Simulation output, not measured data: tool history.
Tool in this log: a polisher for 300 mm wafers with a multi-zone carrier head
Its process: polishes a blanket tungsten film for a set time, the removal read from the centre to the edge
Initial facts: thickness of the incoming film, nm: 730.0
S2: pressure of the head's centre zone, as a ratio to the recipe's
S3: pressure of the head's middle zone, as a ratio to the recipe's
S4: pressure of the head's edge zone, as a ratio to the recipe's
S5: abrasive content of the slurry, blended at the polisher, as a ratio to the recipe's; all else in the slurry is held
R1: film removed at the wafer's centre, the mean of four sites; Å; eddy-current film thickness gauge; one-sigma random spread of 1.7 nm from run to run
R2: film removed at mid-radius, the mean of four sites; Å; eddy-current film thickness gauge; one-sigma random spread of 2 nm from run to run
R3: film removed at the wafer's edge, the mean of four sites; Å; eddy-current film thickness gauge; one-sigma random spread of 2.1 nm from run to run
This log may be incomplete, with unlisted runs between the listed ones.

run 1 hour=0.0 | flow_of_slurry_(ml/min)=140 S2=1.00 S3=1.00 S4=1.00 S5=1.00 polishing_time_(s)=33 | R1=2975.4 R2=3106.6 R3=2960.5
run 2 hour=5.5 | flow_of_slurry_(ml/min)=140 S2=1.00 S3=1.00 S4=1.07 S5=1.00 polishing_time_(s)=33 | R1=3006.8 R2=3092.3 R3=3089.5
run 3 hour=9.9 | flow_of_slurry_(ml/min)=140 S2=1.00 S3=0.93 S4=1.07 S5=1.00 polishing_time_(s)=33 | R1=2982.2 R2=2857.6 R3=3105.9
run 4 hour=14.0 | flow_of_slurry_(ml/min)=140 S2=1.00 S3=0.93 S4=1.07 S5=1.00 polishing_time_(s)=36 | R1=3245.9 R2=3119.4 R3=3358.6
run 5 hour=14.6 | flow_of_slurry_(ml/min)=110 S2=1.00 S3=0.93 S4=1.07 S5=1.00 polishing_time_(s)=36 | R1=3017.4 R2=3012.0 R3=3223.8
-- hour=18.3 edge zone pressure recalibrated
run 6 hour=18.3 | flow_of_slurry_(ml/min)=105 S2=0.97 S3=0.91 S4=1.06 S5=0.90 polishing_time_(s)=34 | R1=2665.3 R2=2674.7 R3=3005.7
run 7 hour=22.8 | flow_of_slurry_(ml/min)=105 S2=0.96 S3=0.91 S4=1.03 S5=0.80 polishing_time_(s)=32 | R1=2342.0 R2=2362.3 R3=2658.7
run 8 hour=31.7 | flow_of_slurry_(ml/min)=105 S2=0.96 S3=0.91 S4=1.03 S5=0.80 polishing_time_(s)=32 | R1=2359.6 R2=2379.7 R3=2665.8
run 9 hour=36.2 | flow_of_slurry_(ml/min)=105 S2=0.94 S3=0.90 S4=1.00 S5=0.75 polishing_time_(s)=32 | R1=2232.7 R2=2309.1 R3=2541.1
run 10 hour=43.8 | flow_of_slurry_(ml/min)=105 S2=0.94 S3=0.90 S4=1.00 S5=0.75 polishing_time_(s)=32 | R1=2268.8 R2=2336.5 R3=2587.7

Estimate the outcome of run 11 from the log above:
run 11 hour=50.1 | flow_of_slurry_(ml/min)=90 S2=0.84 S3=0.83 S4=0.90 S5=0.50 polishing_time_(s)=29 | R1=? R2=? R3=?

R1: 1433.6 Å
R2: 1507.6 Å
R3: 1781.6 Å
